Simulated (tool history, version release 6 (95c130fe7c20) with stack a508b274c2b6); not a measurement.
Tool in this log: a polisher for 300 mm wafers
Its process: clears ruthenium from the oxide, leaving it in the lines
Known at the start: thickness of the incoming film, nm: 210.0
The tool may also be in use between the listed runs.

| run | hour | flow of slurry (ml/min) | pressure of the wafer on the pad (psi) | speed of the pad under the wafer (cm/s) | overpolish time after the end point (s) | time until the end point was called (s) |
|---|---|---|---|---|---|---|
| 1 | 0 | 195 | 2.7 | 122 | 35 | 96.388 |
| 2 | 1.7 | 195 | 2.9 | 126 | 35 | 90.426 |
| 3 | 9.2 | 195 | 2.4 | 126 | 35 | 109.27 |
| 4 | 14.2 | 215 | 2.4 | 126 | 35 | 104 |
| 5 | 23.2 | 215 | 2.4 | 126 | 38 | 104.32 |
| 6 | 24.2 | 190 | 2.4 | 126 | 38 | 107.39 |
| 7 | 31.2 | 190 | 2.6 | 130 | 38 | 96.043 |
| 8 | 34.5 | 190 | 2.8 | 132 | 38 | 86.112 |
| 9 | 40.3 | 190 | 3 | 134 | 38 | 81.332 |

Run 10 is up next; what results do you expect?
| 10 | 41 | 190 | 3.1 | 136 | 38 | ? |

{"run 10": {"time until the end point was called (s)": 77.952}}
